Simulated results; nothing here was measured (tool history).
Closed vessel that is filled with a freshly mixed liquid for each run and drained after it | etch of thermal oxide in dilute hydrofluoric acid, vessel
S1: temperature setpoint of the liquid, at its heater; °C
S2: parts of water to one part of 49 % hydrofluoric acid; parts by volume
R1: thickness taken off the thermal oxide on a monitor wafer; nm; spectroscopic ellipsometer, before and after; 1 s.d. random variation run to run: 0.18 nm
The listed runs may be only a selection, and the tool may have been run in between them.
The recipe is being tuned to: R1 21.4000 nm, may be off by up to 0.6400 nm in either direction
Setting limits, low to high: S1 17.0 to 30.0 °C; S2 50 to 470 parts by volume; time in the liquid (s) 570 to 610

{"run": 1, "hour": 0.0, "S1": 22.0, "S2": 260, "time in the liquid (s)": 570, "R1": 7.8353}
{"run": 2, "hour": 4.4, "S1": 22.0, "S2": 260, "time in the liquid (s)": 610, "R1": 8.3721}
{"run": 3, "hour": 10.5, "S1": 22.5, "S2": 245, "time in the liquid (s)": 610, "R1": 9.4035}
{"run": 4, "hour": 13.4, "S1": 22.5, "S2": 245, "time in the liquid (s)": 570, "R1": 8.6972}
{"run": 5, "hour": 16.7, "S1": 22.5, "S2": 290, "time in the liquid (s)": 570, "R1": 6.9124}
{"run": 6, "hour": 20.7, "S1": 22.5, "S2": 290, "time in the liquid (s)": 610, "R1": 7.4789}
{"run": 7, "hour": 25.1, "S1": 23.0, "S2": 275, "time in the liquid (s)": 610, "R1": 8.1589}
{"run": 8, "hour": 33.6, "S1": 23.5, "S2": 260, "time in the liquid (s)": 610, "R1": 8.9473}
{"run": 9, "hour": 36.7, "S1": 24.0, "S2": 245, "time in the liquid (s)": 610, "R1": 9.8316}
{"run": 10, "hour": 43.0, "S1": 24.5, "S2": 235, "time in the liquid (s)": 610, "R1": 10.466}
{"run": 11, "hour": 50.5, "S1": 25.0, "S2": 225, "time in the liquid (s)": 610, "R1": 11.477}
{"run": 12, "hour": 59.0, "S1": 25.5, "S2": 215, "time in the liquid (s)": 610, "R1": 12.144}
{"run": 13, "hour": 60.1, "S1": 26.0, "S2": 205, "time in the liquid (s)": 610, "R1": 13.049}
{"run": 14, "hour": 63.4, "S1": 26.5, "S2": 200, "time in the liquid (s)": 610, "R1": 13.677}
{"run": 15, "hour": 70.3, "S1": 27.0, "S2": 195, "time in the liquid (s)": 610, "R1": 14.437}
{"run": 16, "hour": 77.7, "S1": 27.5, "S2": 190, "time in the liquid (s)": 610, "R1": 14.981}
{"run": 17, "hour": 79.4, "S1": 30.0, "S2": 120, "time in the liquid (s)": 610, "R1": 28.319}
{"run": 18, "hour": 83.4, "S1": 26.0, "S2": 120, "time in the liquid (s)": 610, "R1": 24.663}
{"run": 19, "hour": 86.8, "S1": 25.5, "S2": 120, "time in the liquid (s)": 610, "R1": 24.239}
{"run": 20, "hour": 87.7, "S1": 25.0, "S2": 120, "time in the liquid (s)": 610, "R1": 23.872}
{"run": 21, "hour": 89.2, "S1": 24.5, "S2": 120, "time in the liquid (s)": 610, "R1": 23.38}
{"run": 22, "hour": 97.3, "S1": 24.0, "S2": 120, "time in the liquid (s)": 610, "R1": 22.769}

Exercise: of the 4 proposed moves below, exactly one satisfies all targets within the stated allowed misses. Which move is it?
{"run": "A", "hour": 105.4, "S1": 23.5, "S2": 105, "time in the liquid (s)": 585, "R1": "?"}
{"run": "B", "hour": 105.4, "S1": 26.5, "S2": 120, "time in the liquid (s)": 600, "R1": "?"}
{"run": "C", "hour": 105.4, "S1": 21.0, "S2": 105, "time in the liquid (s)": 610, "R1": "?"}
{"run": "D", "hour": 105.4, "S1": 23.5, "S2": 120, "time in the liquid (s)": 580, "R1": "?"}

move=A R1=24.8780
move=B R1=24.6290
move=C R1=23.4660
move=D R1=21.2000
A: further off than the last run
B: further off than the last run
C: further off than the last run
D: all results in spec
So the answer is move D, the one that meets all the targets.
